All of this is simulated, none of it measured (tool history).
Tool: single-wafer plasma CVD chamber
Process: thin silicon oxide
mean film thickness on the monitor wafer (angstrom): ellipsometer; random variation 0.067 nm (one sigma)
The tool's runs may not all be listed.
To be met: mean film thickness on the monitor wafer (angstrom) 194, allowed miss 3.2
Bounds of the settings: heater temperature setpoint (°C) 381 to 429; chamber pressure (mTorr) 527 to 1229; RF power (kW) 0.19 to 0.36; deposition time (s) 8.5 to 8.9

run    day  heater temperature setpoint (°C)  chamber pressure (mTorr)  RF power (kW)  deposition time (s)  mean film thickness on the monitor wafer (angstrom)
  1      0                               405                       878          0.275                  8.9                                               166.83
  2  0.367                               405                       912          0.275                  8.9                                               170.72
  3  0.721                               405                       943          0.275                  8.9                                               173.95
  4  0.996                               405                       974          0.275                  8.9                                               177.66
  5  1.242                               405                       974          0.275                  8.5                                               170.12
  6  1.525                               405                      1014          0.275                  8.5                                               174.28
  7  1.621                               405                      1049          0.275                  8.5                                               175.83
  8  1.829                               405                      1087          0.275                  8.5                                               178.91
  9  2.062                               405                      1087          0.275                  8.5                                               179.21

4 next moves are on the table. One of them brings every result within its allowed miss. Which?
  A  2.296                               408                      1098          0.295                  8.7                                                    ?
  B  2.296                               413                       997           0.27                  8.5                                                    ?
  C  2.296                               405                      1116          0.285                  8.9                                                    ?
  D  2.296                               408                      1047           0.26                  8.5                                                    ?

move  mean film thickness on the monitor wafer (angstrom)
   A                                               189.79
   B                                               171.41
   C                                                194.1
   D                                               174.56
A: nearer than the last run, and not there yet
B: further off than the last run
C: meets every target
D: further off than the last run
The right move is C.

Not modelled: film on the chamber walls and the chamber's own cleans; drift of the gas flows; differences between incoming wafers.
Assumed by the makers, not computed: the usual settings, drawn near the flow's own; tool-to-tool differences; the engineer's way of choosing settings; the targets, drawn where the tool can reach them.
